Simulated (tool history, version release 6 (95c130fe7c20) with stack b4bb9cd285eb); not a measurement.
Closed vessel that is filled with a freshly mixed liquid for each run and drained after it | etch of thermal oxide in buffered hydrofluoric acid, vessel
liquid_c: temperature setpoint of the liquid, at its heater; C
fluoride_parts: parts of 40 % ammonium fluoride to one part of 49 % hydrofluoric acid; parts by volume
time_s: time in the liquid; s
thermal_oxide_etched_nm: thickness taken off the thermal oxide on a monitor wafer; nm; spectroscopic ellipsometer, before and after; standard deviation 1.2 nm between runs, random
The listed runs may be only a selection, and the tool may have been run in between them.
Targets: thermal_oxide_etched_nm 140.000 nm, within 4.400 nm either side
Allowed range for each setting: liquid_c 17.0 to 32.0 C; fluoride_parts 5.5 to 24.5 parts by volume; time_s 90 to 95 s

run,day,liquid_c,fluoride_parts,time_s,thermal_oxide_etched_nm
1,0.000,24.0,15.0,90,65.708
2,0.354,25.5,14.0,90,76.618
3,0.592,26.5,13.5,90,83.341
4,0.633,27.5,13.0,90,91.910
5,0.912,27.5,13.0,95,96.673
6,1.079,30.5,13.0,95,112.590
7,1.262,31.0,12.5,95,122.230
8,1.338,31.5,12.0,95,130.310

Exercise: of the 5 proposed moves below, exactly one satisfies all targets within the stated allowed misses. Which move is it?
A,1.412,32.0,13.5,95,?
B,1.412,31.5,12.5,90,?
C,1.412,31.5,11.0,95,?
D,1.412,31.0,13.0,95,?
E,1.412,27.5,10.0,90,?

move,thermal_oxide_etched_nm
A,118.950
B,118.370
C,141.520
D,117.160
E,119.170
A: the biggest miss grows against the last run
B: the biggest miss grows against the last run
C: every result lands within tolerance
D: the biggest miss grows against the last run
E: the biggest miss grows against the last run
Move C is the one to make.

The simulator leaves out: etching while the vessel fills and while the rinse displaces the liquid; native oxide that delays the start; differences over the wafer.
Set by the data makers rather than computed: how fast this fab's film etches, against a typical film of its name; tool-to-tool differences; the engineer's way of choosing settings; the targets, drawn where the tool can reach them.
